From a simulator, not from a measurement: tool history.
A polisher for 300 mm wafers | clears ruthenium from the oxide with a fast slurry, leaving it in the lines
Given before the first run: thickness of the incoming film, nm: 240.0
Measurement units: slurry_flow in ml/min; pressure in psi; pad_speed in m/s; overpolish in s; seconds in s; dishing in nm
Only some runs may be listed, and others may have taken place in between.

run 1 hour=0 | slurry_flow=295 pressure=1.9 pad_speed=0.84 slurry_solids=1 overpolish=22 | seconds=84.735 dishing=46.248
run 2 hour=3.2 | slurry_flow=295 pressure=1.7 pad_speed=0.8 slurry_solids=1 overpolish=18 | seconds=99.26 dishing=34.384
run 3 hour=10.2 | slurry_flow=300 pressure=1.5 pad_speed=0.78 slurry_solids=1.05 overpolish=15 | seconds=113.7 dishing=28.129
run 4 hour=10.9 | slurry_flow=300 pressure=1.3 pad_speed=0.78 slurry_solids=1.05 overpolish=15 | seconds=129.41 dishing=23.645
run 5 hour=18.4 | slurry_flow=285 pressure=1.2 pad_speed=0.84 slurry_solids=0.9 overpolish=13 | seconds=141.58 dishing=18.508
run 6 hour=25.7 | slurry_flow=285 pressure=0.9 pad_speed=0.84 slurry_solids=0.9 overpolish=13 | seconds=185.42 dishing=15.361
run 7 hour=28.6 | slurry_flow=255 pressure=1 pad_speed=0.86 slurry_solids=0.8 overpolish=11 | seconds=173.72 dishing=13.338
run 8 hour=33.3 | slurry_flow=245 pressure=1.1 pad_speed=0.86 slurry_solids=0.75 overpolish=10 | seconds=167.67 dishing=12.329

What does the tool deliver on the next run?
run 9 hour=39.8 | slurry_flow=240 pressure=1.4 pad_speed=0.86 slurry_solids=0.7 overpolish=7 | seconds=? dishing=?

Run 9 yielded seconds 136.2 s, dishing 10.986 nm.
